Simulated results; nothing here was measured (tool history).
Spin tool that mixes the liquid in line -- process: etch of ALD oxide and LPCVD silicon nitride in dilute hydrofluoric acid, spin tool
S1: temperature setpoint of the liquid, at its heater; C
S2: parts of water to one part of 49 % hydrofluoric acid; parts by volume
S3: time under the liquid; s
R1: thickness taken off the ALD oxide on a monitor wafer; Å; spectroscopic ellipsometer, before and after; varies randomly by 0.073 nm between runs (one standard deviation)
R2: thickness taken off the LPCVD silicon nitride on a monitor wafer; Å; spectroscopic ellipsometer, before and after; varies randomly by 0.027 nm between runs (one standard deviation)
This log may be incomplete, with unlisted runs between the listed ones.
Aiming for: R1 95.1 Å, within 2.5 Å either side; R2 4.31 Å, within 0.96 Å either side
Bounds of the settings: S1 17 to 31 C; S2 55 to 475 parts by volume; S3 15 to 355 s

Run 1, hour 0: S1 23 C, S2 265 parts by volume, S3 180 s. Result: R1 68.082 Å, R2 3.0961 Å.
Run 2, hour 6.3: S1 23 C, S2 190 parts by volume, S3 180 s. Result: R1 102 Å, R2 4.5105 Å.
Run 3, hour 15.3: S1 23 C, S2 220 parts by volume, S3 180 s. Result: R1 84.263 Å, R2 3.5254 Å.
Run 4, hour 16.2: S1 23 C, S2 220 parts by volume, S3 125 s. Result: R1 59.958 Å, R2 2.7519 Å.
Run 5, hour 18.4: S1 24.5 C, S2 205 parts by volume, S3 125 s. Result: R1 68.357 Å, R2 2.8291 Å.
Run 6, hour 21.8: S1 25.5 C, S2 190 parts by volume, S3 125 s. Result: R1 77.444 Å, R2 3.3241 Å.
Run 7, hour 23: S1 27 C, S2 190 parts by volume, S3 125 s. Result: R1 83.106 Å, R2 3.9036 Å.
Run 8, hour 25.9: S1 27.5 C, S2 185 parts by volume, S3 125 s. Result: R1 85.644 Å, R2 3.7042 Å.
Run 9, hour 28.7: S1 28.5 C, S2 185 parts by volume, S3 125 s. Result: R1 89.227 Å, R2 3.8528 Å.
Run 10, hour 29.5: S1 29 C, S2 185 parts by volume, S3 125 s. Result: R1 91.901 Å, R2 4.1452 Å.

Which single option among these 5 for the next run brings every result within its allowed miss of target? Just one does.
Run A, hour 30.3: S1 28 C, S2 160 parts by volume, S3 105 s. Result: R1 ?, R2 ?.
Run B, hour 30.3: S1 31 C, S2 265 parts by volume, S3 175 s. Result: R1 ?, R2 ?.
Run C, hour 30.3: S1 30.5 C, S2 215 parts by volume, S3 135 s. Result: R1 ?, R2 ?.
Run D, hour 30.3: S1 27 C, S2 160 parts by volume, S3 110 s. Result: R1 ?, R2 ?.
Run E, hour 30.3: S1 27.5 C, S2 160 parts by volume, S3 115 s. Result: R1 ?, R2 ?.

move      R1      R2
   A  87.918  4.2769
   B  86.517  5.1026
   C  85.864  4.7401
   D  88.794    4.21
   E  94.549  4.5409
A: moves away from the targets compared with the last run
B: moves away from the targets compared with the last run
C: moves away from the targets compared with the last run
D: moves away from the targets compared with the last run
E: all results in spec
Correct choice: E, which meets every target

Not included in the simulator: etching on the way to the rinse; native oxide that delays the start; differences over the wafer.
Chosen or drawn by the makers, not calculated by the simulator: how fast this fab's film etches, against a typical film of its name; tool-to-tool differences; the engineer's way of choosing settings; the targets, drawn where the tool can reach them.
